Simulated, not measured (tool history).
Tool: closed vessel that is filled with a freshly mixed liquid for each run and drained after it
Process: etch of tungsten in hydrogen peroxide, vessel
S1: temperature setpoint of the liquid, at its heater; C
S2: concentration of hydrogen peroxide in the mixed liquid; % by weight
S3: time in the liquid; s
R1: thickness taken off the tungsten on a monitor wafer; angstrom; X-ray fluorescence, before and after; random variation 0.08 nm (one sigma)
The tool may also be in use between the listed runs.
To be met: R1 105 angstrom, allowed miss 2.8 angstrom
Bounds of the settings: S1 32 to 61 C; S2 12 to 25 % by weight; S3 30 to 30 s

run  hour    S1    S2  S3      R1
  1     0    45    17  30  169.69
  2   1.4  50.5    17  30  235.47
  3   2.2  47.5    17  30  197.56
  4   4.7  45.5    17  30  172.34
  5   7.9  45.5  15.5  30  163.72
  6   9.3    50  15.5  30  220.33
  7  12.6    42  15.5  30  130.53
  8  15.9  41.5  15.5  30   127.6
  9  19.7    41  15.5  30  125.45

Which of these 5 next moves meets every target?
  A  23.5    37    15  30   ?
  B  23.5    42    12  30   ?
  C  23.5  43.5    18  30   ?
  D  23.5  37.5  15.5  30   ?
  E  23.5  40.5    12  30   ?

move      R1
   A  93.875
   B  116.38
   C  156.89
   D  98.641
   E  105.64
A: takes the result that was furthest off past its target
B: nearer than the last run, and not there yet
C: further off than the last run
D: takes the result that was furthest off past its target
E: meets every target
Move E is the one to make.
